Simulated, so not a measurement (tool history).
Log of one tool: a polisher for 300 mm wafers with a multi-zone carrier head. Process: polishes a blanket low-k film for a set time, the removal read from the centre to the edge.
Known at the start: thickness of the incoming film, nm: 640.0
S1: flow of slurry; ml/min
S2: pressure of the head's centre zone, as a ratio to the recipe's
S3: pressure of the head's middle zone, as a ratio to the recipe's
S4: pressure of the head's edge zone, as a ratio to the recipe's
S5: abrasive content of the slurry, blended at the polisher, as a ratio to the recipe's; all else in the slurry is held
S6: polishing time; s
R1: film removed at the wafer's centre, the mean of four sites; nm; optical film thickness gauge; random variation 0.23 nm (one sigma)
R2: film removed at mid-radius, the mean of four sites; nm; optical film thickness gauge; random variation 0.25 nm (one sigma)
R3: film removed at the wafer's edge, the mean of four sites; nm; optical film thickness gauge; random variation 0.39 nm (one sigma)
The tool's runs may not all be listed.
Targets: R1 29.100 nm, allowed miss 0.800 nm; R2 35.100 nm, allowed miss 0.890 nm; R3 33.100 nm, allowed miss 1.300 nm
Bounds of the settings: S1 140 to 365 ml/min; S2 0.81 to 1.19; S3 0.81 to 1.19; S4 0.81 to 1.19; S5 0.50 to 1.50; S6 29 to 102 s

run	day	S1	S2	S3	S4	S5	S6	R1	R2	R3
1	0.000	235	1.00	1.00	1.00	1.00	65	37.284	37.601	37.657
2	0.029	235	1.00	1.00	1.09	1.00	65	36.710	37.329	38.126
3	0.338	235	0.94	1.00	1.09	1.00	65	34.128	37.883	38.511
4	0.542	235	1.01	1.00	1.09	1.00	65	36.973	37.256	38.636
5	0.704	235	1.01	1.00	1.09	1.10	65	38.539	39.700	40.444
6	1.062	200	1.01	1.00	1.09	1.10	65	37.510	38.408	39.555
7	1.375	195	0.96	1.01	1.04	1.00	65	34.126	36.677	36.388
8	1.625	180	0.93	1.02	1.02	1.00	65	32.693	36.525	36.631
9	1.879	175	0.91	1.04	0.99	0.95	65	30.947	36.285	34.250
10	2.154	165	0.90	1.04	0.98	0.95	65	30.764	35.879	34.563

Which of these 5 next moves meets every target?
A	2.429	150	0.95	1.04	1.02	0.95	66	?	?	?
B	2.429	165	0.90	1.09	0.95	0.95	67	?	?	?
C	2.429	145	1.04	1.12	1.00	1.05	60	?	?	?
D	2.429	170	0.90	1.06	0.98	0.75	69	?	?	?
E	2.429	195	1.03	1.10	0.92	0.95	61	?	?	?

move	R1	R2	R3
A	32.092	35.891	35.373
B	31.443	38.573	35.102
C	33.161	36.058	33.077
D	29.150	34.903	32.982
E	33.765	36.300	32.081
A: further off than the last run
B: further off than the last run
C: further off than the last run
D: meets every target
E: further off than the last run
Move D is the one to make.

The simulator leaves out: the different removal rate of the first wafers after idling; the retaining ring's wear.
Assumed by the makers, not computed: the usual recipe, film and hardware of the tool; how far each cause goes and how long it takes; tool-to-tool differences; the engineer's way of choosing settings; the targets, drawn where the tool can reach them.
